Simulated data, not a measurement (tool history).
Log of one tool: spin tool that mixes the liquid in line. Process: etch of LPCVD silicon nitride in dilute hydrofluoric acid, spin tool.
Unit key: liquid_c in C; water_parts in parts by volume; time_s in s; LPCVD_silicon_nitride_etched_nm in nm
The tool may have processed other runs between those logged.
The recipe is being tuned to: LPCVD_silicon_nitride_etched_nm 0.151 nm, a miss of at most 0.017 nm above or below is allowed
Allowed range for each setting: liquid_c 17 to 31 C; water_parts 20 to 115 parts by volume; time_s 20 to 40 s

| run | hour | liquid_c | water_parts | time_s | LPCVD_silicon_nitride_etched_nm |
|---|---|---|---|---|---|
| 1 | 0 | 23 | 65 | 40 | 0.22348 |
| 2 | 3.7 | 22.5 | 65 | 40 | 0.22002 |
| 3 | 6.6 | 22 | 65 | 40 | 0.21029 |
| 4 | 9 | 22 | 65 | 40 | 0.20875 |
|  | 13.7 | thermometer replaced |
| 5 | 13.7 | 21.5 | 65 | 40 | 0.23448 |
| 6 | 15.2 | 21.5 | 70 | 40 | 0.21328 |
| 7 | 24.1 | 21.5 | 75 | 40 | 0.1962 |
| 8 | 30 | 21.5 | 85 | 30 | 0.12908 |

Below are 4 possible settings for the next run. Only one of them brings all results inside the allowed miss of their targets. Which is it?
| A | 35.9 | 20.5 | 85 | 35 | ? |
| B | 35.9 | 22 | 75 | 40 | ? |
| C | 35.9 | 21 | 105 | 30 | ? |
| D | 35.9 | 21.5 | 80 | 25 | ? |

| move | LPCVD_silicon_nitride_etched_nm |
|---|---|
| A | 0.15247 |
| B | 0.2181 |
| C | 0.10996 |
| D | 0.1237 |
A: hits every target within its allowed miss
B: the result that was furthest off in the last run now lies on the other side of its target
C: moves away from the targets compared with the last run
D: moves away from the targets compared with the last run
Answer: A

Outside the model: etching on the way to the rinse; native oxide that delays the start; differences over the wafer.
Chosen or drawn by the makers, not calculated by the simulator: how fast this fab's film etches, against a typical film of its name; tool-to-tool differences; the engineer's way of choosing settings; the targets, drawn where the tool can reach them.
